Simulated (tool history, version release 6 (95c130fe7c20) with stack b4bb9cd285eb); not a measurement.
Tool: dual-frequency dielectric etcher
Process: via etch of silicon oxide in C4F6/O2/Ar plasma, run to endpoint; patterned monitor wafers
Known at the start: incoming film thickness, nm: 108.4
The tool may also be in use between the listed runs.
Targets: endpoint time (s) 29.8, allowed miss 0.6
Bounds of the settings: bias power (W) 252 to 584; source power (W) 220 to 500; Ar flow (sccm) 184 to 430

| run | hour | bias power (W) | source power (W) | Ar flow (sccm) | endpoint time (s) |
|---|---|---|---|---|---|
| 1 | 0 | 418 | 360 | 307 | 24.842 |
| 2 | 2.5 | 483 | 360 | 307 | 23.848 |
| 3 | 6.8 | 483 | 360 | 285 | 23.564 |
| 4 | 13.1 | 442 | 360 | 285 | 24.168 |
| 5 | 15.1 | 407 | 330 | 291 | 25.797 |
| 6 | 19.7 | 378 | 320 | 293 | 26.565 |
| 7 | 26.1 | 354 | 310 | 295 | 27.428 |
| 8 | 29.5 | 335 | 300 | 296 | 28.177 |
| 9 | 34.3 | 321 | 300 | 296 | 28.599 |
| 10 | 41.9 | 311 | 300 | 296 | 29.012 |
| 11 | 43.1 | 305 | 300 | 296 | 28.804 |
| 12 | 51.4 | 296 | 300 | 296 | 29.043 |

Which of these 5 next moves meets every target?
| A | 59.7 | 252 | 350 | 356 | ? |
| B | 59.7 | 290 | 340 | 281 | ? |
| C | 59.7 | 291 | 320 | 288 | ? |
| D | 59.7 | 358 | 230 | 359 | ? |
| E | 59.7 | 277 | 330 | 262 | ? |

| move | endpoint time (s) |
|---|---|
| A | 29.538 |
| B | 27.94 |
| C | 28.583 |
| D | 30.876 |
| E | 28.332 |
A: meets every target
B: further off than the last run
C: further off than the last run
D: takes the result that was furthest off past its target
E: further off than the last run
Answer: A
